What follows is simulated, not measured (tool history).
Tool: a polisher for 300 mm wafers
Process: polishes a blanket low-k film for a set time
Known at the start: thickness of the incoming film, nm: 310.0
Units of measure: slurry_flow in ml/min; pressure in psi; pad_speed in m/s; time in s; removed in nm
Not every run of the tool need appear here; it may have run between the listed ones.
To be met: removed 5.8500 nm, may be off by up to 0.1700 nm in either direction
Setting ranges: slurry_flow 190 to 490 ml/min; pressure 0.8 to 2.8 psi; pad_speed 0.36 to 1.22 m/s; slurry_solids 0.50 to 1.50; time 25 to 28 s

{"run": 1, "day": 0.0, "slurry_flow": 315, "pressure": 1.8, "pad_speed": 0.78, "slurry_solids": 1.0, "time": 28, "removed": 8.0234}
{"run": 2, "day": 0.062, "slurry_flow": 315, "pressure": 1.8, "pad_speed": 0.78, "slurry_solids": 1.0, "time": 28, "removed": 8.0167}
{"run": 3, "day": 0.258, "slurry_flow": 315, "pressure": 1.7, "pad_speed": 0.78, "slurry_solids": 1.0, "time": 28, "removed": 7.6105}
{"run": 4, "day": 0.333, "slurry_flow": 315, "pressure": 1.6, "pad_speed": 0.78, "slurry_solids": 1.0, "time": 28, "removed": 7.4163}
{"run": 5, "day": 0.442, "slurry_flow": 315, "pressure": 1.8, "pad_speed": 0.78, "slurry_solids": 1.0, "time": 28, "removed": 7.9157}
{"run": 6, "day": 0.683, "slurry_flow": 315, "pressure": 1.8, "pad_speed": 0.78, "slurry_solids": 1.0, "time": 28, "removed": 8.0694}
{"run": 7, "day": 0.892, "slurry_flow": 315, "pressure": 1.7, "pad_speed": 0.78, "slurry_solids": 1.0, "time": 28, "removed": 7.6471}
{"run": 8, "day": 1.067, "slurry_flow": 315, "pressure": 1.6, "pad_speed": 0.78, "slurry_solids": 1.0, "time": 28, "removed": 7.3151}
{"run": 9, "day": 1.096, "slurry_flow": 315, "pressure": 1.5, "pad_speed": 0.78, "slurry_solids": 1.0, "time": 28, "removed": 6.9913}
{"run": 10, "day": 1.329, "slurry_flow": 315, "pressure": 1.4, "pad_speed": 0.78, "slurry_solids": 1.0, "time": 28, "removed": 6.7927}
{"run": 11, "day": 1.638, "slurry_flow": 315, "pressure": 1.3, "pad_speed": 0.78, "slurry_solids": 1.0, "time": 28, "removed": 6.5553}
{"run": 12, "day": 1.842, "slurry_flow": 315, "pressure": 1.2, "pad_speed": 0.78, "slurry_solids": 1.0, "time": 28, "removed": 6.2214}

Pick the move, out of 4, that brings all results within their allowed miss; only one does.
{"run": "A", "day": 2.046, "slurry_flow": 305, "pressure": 1.6, "pad_speed": 0.74, "slurry_solids": 0.8, "time": 27, "removed": "?"}
{"run": "B", "day": 2.046, "slurry_flow": 330, "pressure": 1.2, "pad_speed": 0.74, "slurry_solids": 0.95, "time": 26, "removed": "?"}
{"run": "C", "day": 2.046, "slurry_flow": 285, "pressure": 1.2, "pad_speed": 0.92, "slurry_solids": 0.95, "time": 27, "removed": "?"}
{"run": "D", "day": 2.046, "slurry_flow": 210, "pressure": 0.8, "pad_speed": 1.0, "slurry_solids": 0.95, "time": 28, "removed": "?"}

move=A removed=5.9434
move=B removed=5.4190
move=C removed=6.5530
move=D removed=5.5554
A: meets every target
B: takes the result that was furthest off past its target
C: further off than the last run
D: takes the result that was furthest off past its target
The right move is A.
